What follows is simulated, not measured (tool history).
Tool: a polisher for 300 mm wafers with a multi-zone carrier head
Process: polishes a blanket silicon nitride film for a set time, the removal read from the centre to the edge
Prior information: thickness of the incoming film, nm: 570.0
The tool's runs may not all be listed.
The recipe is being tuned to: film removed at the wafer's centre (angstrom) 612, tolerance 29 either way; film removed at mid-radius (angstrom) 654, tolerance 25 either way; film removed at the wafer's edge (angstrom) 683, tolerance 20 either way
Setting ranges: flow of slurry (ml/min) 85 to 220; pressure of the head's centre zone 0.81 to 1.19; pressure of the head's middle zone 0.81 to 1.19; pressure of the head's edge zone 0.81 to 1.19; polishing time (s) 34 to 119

run    day  flow of slurry (ml/min)  pressure of the head's centre zone  pressure of the head's middle zone  pressure of the head's edge zone  polishing time (s)  film removed at the wafer's centre (angstrom)  film removed at mid-radius (angstrom)  film removed at the wafer's edge (angstrom)
  1      0                      140                                   1                                   1                                 1                  76                                         1340.4                                 1358.6                                       1362.7
  2  0.188                      130                                0.98                                0.99                              0.98                  70                                         1184.5                                 1236.5                                       1248.7
  3  0.233                      125                                0.97                                0.97                              0.96                  65                                         1103.6                                 1106.8                                       1136.4
  4   0.45                      120                                0.95                                0.97                              0.95                  61                                         1000.6                                 1045.5                                       1060.9
  5  0.596                      120                                0.95                                1.03                              0.95                  61                                         982.95                                   1079                                       1050.9
  6   0.65                      120                                0.99                                1.03                              0.95                  61                                           1069                                 1102.5                                         1052
  7  0.988                      115                                0.97                                1.01                              0.94                  57                                         929.59                                 990.23                                       973.39
  8  1.296                      110                                0.96                                   1                              0.93                  54                                         857.92                                 931.32                                       911.59
  9  1.625                      110                                0.95                                0.98                              0.92                  52                                         822.71                                 889.11                                       878.37
 10  1.725                       95                                0.88                                0.88                              0.85                  34                                         484.69                                 498.88                                       532.88
 11  1.812                      105                                0.88                                0.89                              0.86                  34                                         505.87                                 513.21                                       547.63
 12  1.958                      110                                0.88                                 0.9                              0.88                  34                                         507.96                                 523.76                                       556.72
 13  2.138                      110                                0.89                                0.91                               0.9                  34                                         514.76                                 534.32                                        561.2
 14  2.492                      110                                0.89                                0.91                               0.9                  34                                         512.32                                 531.81                                       566.56

Exercise: of the 5 proposed moves below, exactly one satisfies all targets within the stated allowed misses. Which move is it?
  A  2.846                      105                                0.91                                0.95                              0.94                  41                                              ?                                      ?                                            ?
  B  2.846                      135                                0.96                                0.92                              0.87                  35                                              ?                                      ?                                            ?
  C  2.846                      110                                0.95                                0.94                               0.9                  38                                              ?                                      ?                                            ?
  D  2.846                      140                                0.88                                0.99                              0.81                  37                                              ?                                      ?                                            ?
  E  2.846                      110                                0.94                                1.03                              0.82                  41                                              ?                                      ?                                            ?

move  film removed at the wafer's centre (angstrom)  film removed at mid-radius (angstrom)  film removed at the wafer's edge (angstrom)
   A                                         622.01                                 662.65                                       679.52
   B                                         595.62                                  582.6                                       582.41
   C                                         608.24                                 615.64                                       622.16
   D                                         585.14                                 659.96                                       598.97
   E                                         650.15                                 717.52                                       643.02
A: meets every target
B: nearer the targets than the last run, but a result is still out of spec
C: nearer the targets than the last run, but a result is still out of spec
D: nearer the targets than the last run, but a result is still out of spec
E: nearer the targets than the last run, but a result is still out of spec
Move A is the one to make.

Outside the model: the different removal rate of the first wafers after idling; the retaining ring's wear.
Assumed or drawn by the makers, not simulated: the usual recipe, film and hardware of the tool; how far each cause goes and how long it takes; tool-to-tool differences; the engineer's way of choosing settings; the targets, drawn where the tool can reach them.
